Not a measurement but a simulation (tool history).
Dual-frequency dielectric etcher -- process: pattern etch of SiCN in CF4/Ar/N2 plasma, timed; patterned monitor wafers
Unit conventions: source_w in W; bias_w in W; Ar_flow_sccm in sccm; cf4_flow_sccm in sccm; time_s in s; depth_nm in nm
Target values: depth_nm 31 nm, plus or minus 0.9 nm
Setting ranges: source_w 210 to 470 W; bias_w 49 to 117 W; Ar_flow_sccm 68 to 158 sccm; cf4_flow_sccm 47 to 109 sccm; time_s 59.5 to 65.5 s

Run 1, hour 0: source_w 340 W, bias_w 83 W, Ar_flow_sccm 113 sccm, cf4_flow_sccm 78 sccm, time_s 65.5 s. Result: depth_nm 42.331 nm.
Run 2, hour 1.5: source_w 340 W, bias_w 95 W, Ar_flow_sccm 113 sccm, cf4_flow_sccm 78 sccm, time_s 65.5 s. Result: depth_nm 44.245 nm.
Run 3, hour 3.8: source_w 320 W, bias_w 93 W, Ar_flow_sccm 114 sccm, cf4_flow_sccm 78 sccm, time_s 65.5 s. Result: depth_nm 41.558 nm.
Run 4, hour 6.2: source_w 300 W, bias_w 92 W, Ar_flow_sccm 114 sccm, cf4_flow_sccm 78 sccm, time_s 65.5 s. Result: depth_nm 38.507 nm.
Run 5, hour 10: source_w 300 W, bias_w 92 W, Ar_flow_sccm 114 sccm, cf4_flow_sccm 84 sccm, time_s 65.5 s. Result: depth_nm 39.112 nm.
Run 6, hour 13.8: source_w 290 W, bias_w 91 W, Ar_flow_sccm 114 sccm, cf4_flow_sccm 84 sccm, time_s 65.5 s. Result: depth_nm 37.776 nm.
Run 7, hour 15.1: source_w 280 W, bias_w 91 W, Ar_flow_sccm 114 sccm, cf4_flow_sccm 84 sccm, time_s 65.5 s. Result: depth_nm 36.022 nm.
Run 8, hour 17.1: source_w 270 W, bias_w 91 W, Ar_flow_sccm 114 sccm, cf4_flow_sccm 84 sccm, time_s 65.5 s. Result: depth_nm 34.447 nm.

5 candidate next runs follow, results not yet known. Just one meets every target within its allowed miss. Identify it.
Run A, hour 19.1: source_w 280 W, bias_w 97 W, Ar_flow_sccm 101 sccm, cf4_flow_sccm 88 sccm, time_s 65.5 s. Result: depth_nm ?.
Run B, hour 19.1: source_w 300 W, bias_w 87 W, Ar_flow_sccm 139 sccm, cf4_flow_sccm 96 sccm, time_s 65.5 s. Result: depth_nm ?.
Run C, hour 19.1: source_w 250 W, bias_w 91 W, Ar_flow_sccm 113 sccm, cf4_flow_sccm 96 sccm, time_s 62 s. Result: depth_nm ?.
Run D, hour 19.1: source_w 300 W, bias_w 92 W, Ar_flow_sccm 143 sccm, cf4_flow_sccm 90 sccm, time_s 65.5 s. Result: depth_nm ?.
Run E, hour 19.1: source_w 250 W, bias_w 77 W, Ar_flow_sccm 110 sccm, cf4_flow_sccm 81 sccm, time_s 63 s. Result: depth_nm ?.

move  depth_nm
   A    38.073
   B    37.522
   C    30.928
   D    37.788
   E    28.984
A: moves away from the targets compared with the last run
B: moves away from the targets compared with the last run
C: each result inside its tolerance
D: moves away from the targets compared with the last run
E: pushes the last run's worst result past its target
C meets every target.

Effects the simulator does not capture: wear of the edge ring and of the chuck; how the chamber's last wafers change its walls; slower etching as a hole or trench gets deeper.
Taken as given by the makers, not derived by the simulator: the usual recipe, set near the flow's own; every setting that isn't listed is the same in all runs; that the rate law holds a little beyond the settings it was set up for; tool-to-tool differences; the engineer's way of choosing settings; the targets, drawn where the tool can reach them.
